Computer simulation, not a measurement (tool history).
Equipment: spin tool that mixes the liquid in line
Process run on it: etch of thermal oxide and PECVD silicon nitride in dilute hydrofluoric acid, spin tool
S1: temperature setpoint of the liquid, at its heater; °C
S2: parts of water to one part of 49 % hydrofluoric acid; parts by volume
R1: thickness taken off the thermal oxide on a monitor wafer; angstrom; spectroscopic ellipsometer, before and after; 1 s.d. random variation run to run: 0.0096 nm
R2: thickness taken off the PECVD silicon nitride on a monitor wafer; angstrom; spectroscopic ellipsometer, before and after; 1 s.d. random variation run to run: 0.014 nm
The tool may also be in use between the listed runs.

run 1 hour=0 | S1=23 S2=275 time_under_the_liquid_(s)=180 | R1=24.347 R2=10.357
run 2 hour=7.7 | S1=22.5 S2=315 time_under_the_liquid_(s)=180 | R1=19.847 R2=8.4173
run 3 hour=16.3 | S1=22.5 S2=375 time_under_the_liquid_(s)=180 | R1=15.816 R2=6.4943
run 4 hour=19 | S1=23.5 S2=405 time_under_the_liquid_(s)=180 | R1=14.434 R2=6.7556
run 5 hour=22 | S1=23.5 S2=405 time_under_the_liquid_(s)=220 | R1=18.044 R2=8.1793
run 6 hour=24.5 | S1=23.5 S2=430 time_under_the_liquid_(s)=215 | R1=16.171 R2=7.5682
run 7 hour=26.3 | S1=23.5 S2=450 time_under_the_liquid_(s)=210 | R1=14.724 R2=7.1464
run 8 hour=32.5 | S1=23 S2=465 time_under_the_liquid_(s)=210 | R1=13.902 R2=6.5728
run 9 hour=34.1 | S1=23 S2=475 time_under_the_liquid_(s)=205 | R1=13.218 R2=6.4182

Estimate the outcome of run 10 from the log above:
run 10 hour=36 | S1=22.5 S2=480 time_under_the_liquid_(s)=200 | R1=? R2=?

Run 10 produced R1 12.345 angstrom, R2 6.253 angstrom.

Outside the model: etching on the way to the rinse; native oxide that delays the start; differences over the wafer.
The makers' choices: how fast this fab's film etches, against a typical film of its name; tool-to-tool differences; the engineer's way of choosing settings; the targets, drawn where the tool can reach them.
